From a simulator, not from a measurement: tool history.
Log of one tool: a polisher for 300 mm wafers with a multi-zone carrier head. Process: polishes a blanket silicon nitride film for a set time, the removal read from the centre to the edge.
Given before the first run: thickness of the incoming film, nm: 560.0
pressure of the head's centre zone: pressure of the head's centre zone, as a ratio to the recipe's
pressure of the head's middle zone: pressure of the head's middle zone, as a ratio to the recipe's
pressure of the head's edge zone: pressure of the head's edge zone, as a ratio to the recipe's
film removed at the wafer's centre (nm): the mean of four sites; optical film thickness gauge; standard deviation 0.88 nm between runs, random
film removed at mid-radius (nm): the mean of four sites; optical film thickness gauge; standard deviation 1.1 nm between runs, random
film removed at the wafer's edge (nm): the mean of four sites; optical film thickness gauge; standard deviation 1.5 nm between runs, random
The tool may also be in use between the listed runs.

| run | day | flow of slurry (ml/min) | pressure of the head's centre zone | pressure of the head's middle zone | pressure of the head's edge zone | polishing time (s) | film removed at the wafer's centre (nm) | film removed at mid-radius (nm) | film removed at the wafer's edge (nm) |
|---|---|---|---|---|---|---|---|---|---|
| 1 | 0 | 160 | 1 | 1 | 1 | 65 | 133.23 | 125.92 | 130.16 |
| 2 | 0.304 | 160 | 1 | 0.94 | 1 | 65 | 133.23 | 121.22 | 132.82 |
| 3 | 0.538 | 190 | 1 | 0.94 | 1 | 65 | 135.08 | 125.91 | 135.77 |
| 4 | 0.867 | 210 | 1 | 0.94 | 1 | 65 | 140.43 | 127.58 | 137.59 |
| 5 | 1.083 | 195 | 0.95 | 0.92 | 0.97 | 60 | 120.83 | 115.4 | 121.14 |
| 6 | 1.417 | 195 | 0.95 | 0.92 | 0.97 | 54 | 108.64 | 102.26 | 108.54 |
| 7 | 1.762 | 195 | 0.95 | 0.92 | 0.97 | 54 | 110.36 | 103.88 | 111.28 |
| 8 | 1.804 | 180 | 0.91 | 0.91 | 0.97 | 53 | 101.7 | 98.093 | 107.51 |
| 9 | 1.846 | 170 | 0.88 | 0.92 | 0.96 | 53 | 96.114 | 100.26 | 106.78 |
| 10 | 2.162 | 135 | 0.87 | 0.88 | 0.93 | 51 | 88.509 | 87.018 | 96.734 |

Expected results for the next run?
| 11 | 2.221 | 140 | 0.86 | 0.89 | 0.94 | 51 | ? | ? | ? |

Run 11 produced film removed at the wafer's centre (nm) 87.846, film removed at mid-radius (nm) 89.706, film removed at the wafer's edge (nm) 98.938.
